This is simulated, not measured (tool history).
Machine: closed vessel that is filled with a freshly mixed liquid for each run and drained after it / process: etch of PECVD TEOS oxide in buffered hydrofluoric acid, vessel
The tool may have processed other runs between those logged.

| run | hour | temperature setpoint of the liquid (C) | parts of 40 % ammonium fluoride to one part of 49 % hydrofluoric acid (parts by volume) | time in the liquid (s) | thickness taken off the PECVD TEOS oxide on a monitor wafer (angstrom) |
|---|---|---|---|---|---|
| 1 | 0 | 23 | 9 | 30 | 487.21 |
| 2 | 2.6 | 23 | 9 | 30 | 490.99 |
| 3 | 11.1 | 25.5 | 8 | 30 | 630.03 |
| 4 | 16.7 | 28.5 | 8 | 30 | 737.37 |
| 5 | 20 | 28.5 | 9.5 | 30 | 637.9 |
| 6 | 26.2 | 28.5 | 7.5 | 30 | 793.06 |

Run 7 has not been measured yet. What should we expect?
| 7 | 34.6 | 29.5 | 7 | 30 | ? |

{"run 7": {"thickness taken off the PECVD TEOS oxide on a monitor wafer (angstrom)": 905.34}}

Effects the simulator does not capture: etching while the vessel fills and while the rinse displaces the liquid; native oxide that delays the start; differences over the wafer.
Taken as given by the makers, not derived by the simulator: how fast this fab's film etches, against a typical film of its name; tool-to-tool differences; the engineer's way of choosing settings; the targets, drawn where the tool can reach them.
